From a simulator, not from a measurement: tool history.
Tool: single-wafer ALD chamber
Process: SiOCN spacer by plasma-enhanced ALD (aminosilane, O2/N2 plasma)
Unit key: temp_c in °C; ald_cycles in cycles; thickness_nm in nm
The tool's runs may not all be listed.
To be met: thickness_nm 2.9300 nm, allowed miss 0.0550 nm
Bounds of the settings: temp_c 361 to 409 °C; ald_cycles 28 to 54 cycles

run  hour  temp_c  ald_cycles  thickness_nm
  1   0.0     385          41        2.5113
  2   6.4     378          41        2.5129
  3  15.2     378          42        2.5535
  4  20.3     378          43        2.6233
  5  28.2     386          43        2.6398
  6  29.2     379          43        2.6356
  7  36.8     379          44        2.6953
  8  45.3     379          45        2.7250
  9  53.8     379          49        3.0092

5 next moves are on the table. One of them brings every result within its allowed miss. Which?
  A  62.3     378          46             ?
  B  62.3     384          45             ?
  C  62.3     382          51             ?
  D  62.3     379          48             ?
  E  62.3     380          50             ?

move  thickness_nm
   A        2.8117
   B        2.7506
   C        3.1173
   D        2.9339
   E        3.0562
A: takes the result that was furthest off past its target
B: takes the result that was furthest off past its target
C: further off than the last run
D: meets every target
E: further off than the last run
Go with D: it meets all targets.
